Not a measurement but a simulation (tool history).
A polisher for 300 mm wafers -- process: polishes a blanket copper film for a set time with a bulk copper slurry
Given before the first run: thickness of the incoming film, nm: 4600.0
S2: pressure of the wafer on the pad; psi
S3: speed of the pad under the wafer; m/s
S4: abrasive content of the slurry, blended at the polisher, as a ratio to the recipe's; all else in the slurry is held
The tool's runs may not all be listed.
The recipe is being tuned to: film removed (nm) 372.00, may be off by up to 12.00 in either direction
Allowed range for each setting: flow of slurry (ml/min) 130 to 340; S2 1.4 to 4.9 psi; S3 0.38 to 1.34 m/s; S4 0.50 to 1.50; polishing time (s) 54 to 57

Run 1, hour 0.0: flow of slurry (ml/min) 220, S2 3.1 psi, S3 0.86 m/s, S4 1.00, polishing time (s) 54. Result: film removed (nm) 528.89.
Run 2, hour 6.6: flow of slurry (ml/min) 220, S2 2.9 psi, S3 0.86 m/s, S4 1.00, polishing time (s) 54. Result: film removed (nm) 496.16.
Run 3, hour 13.6: flow of slurry (ml/min) 220, S2 3.5 psi, S3 0.86 m/s, S4 1.00, polishing time (s) 54. Result: film removed (nm) 593.88.
Run 4, hour 17.5: flow of slurry (ml/min) 220, S2 3.2 psi, S3 0.86 m/s, S4 1.00, polishing time (s) 54. Result: film removed (nm) 542.77.
Run 5, hour 24.9: flow of slurry (ml/min) 175, S2 3.2 psi, S3 0.86 m/s, S4 1.00, polishing time (s) 54. Result: film removed (nm) 526.69.
Run 6, hour 28.3: flow of slurry (ml/min) 175, S2 3.2 psi, S3 0.86 m/s, S4 1.00, polishing time (s) 57. Result: film removed (nm) 552.88.
Run 7, hour 35.9: flow of slurry (ml/min) 170, S2 2.3 psi, S3 0.84 m/s, S4 1.00, polishing time (s) 57. Result: film removed (nm) 395.52.
Run 8, hour 42.3: flow of slurry (ml/min) 165, S2 2.3 psi, S3 0.84 m/s, S4 1.00, polishing time (s) 57. Result: film removed (nm) 395.52.
Run 9, hour 51.3: flow of slurry (ml/min) 165, S2 2.3 psi, S3 0.84 m/s, S4 1.00, polishing time (s) 57. Result: film removed (nm) 395.08.
Run 10, hour 60.0: flow of slurry (ml/min) 160, S2 2.3 psi, S3 0.84 m/s, S4 1.00, polishing time (s) 57. Result: film removed (nm) 393.16.
Run 11, hour 64.4: flow of slurry (ml/min) 155, S2 2.3 psi, S3 0.84 m/s, S4 1.00, polishing time (s) 57. Result: film removed (nm) 393.25.

Which of these 4 next moves meets every target?
Run A, hour 68.8: flow of slurry (ml/min) 190, S2 2.0 psi, S3 0.98 m/s, S4 1.10, polishing time (s) 56. Result: film removed (nm) ?.
Run B, hour 68.8: flow of slurry (ml/min) 270, S2 3.0 psi, S3 0.72 m/s, S4 1.10, polishing time (s) 54. Result: film removed (nm) ?.
Run C, hour 68.8: flow of slurry (ml/min) 130, S2 2.3 psi, S3 0.84 m/s, S4 1.25, polishing time (s) 54. Result: film removed (nm) ?.
Run D, hour 68.8: flow of slurry (ml/min) 135, S2 3.2 psi, S3 0.68 m/s, S4 0.95, polishing time (s) 57. Result: film removed (nm) ?.

move  film removed (nm)
   A             416.62
   B             449.20
   C             371.59
   D             415.45
A: further off than the last run
B: further off than the last run
C: all results in spec
D: further off than the last run
Answer: C

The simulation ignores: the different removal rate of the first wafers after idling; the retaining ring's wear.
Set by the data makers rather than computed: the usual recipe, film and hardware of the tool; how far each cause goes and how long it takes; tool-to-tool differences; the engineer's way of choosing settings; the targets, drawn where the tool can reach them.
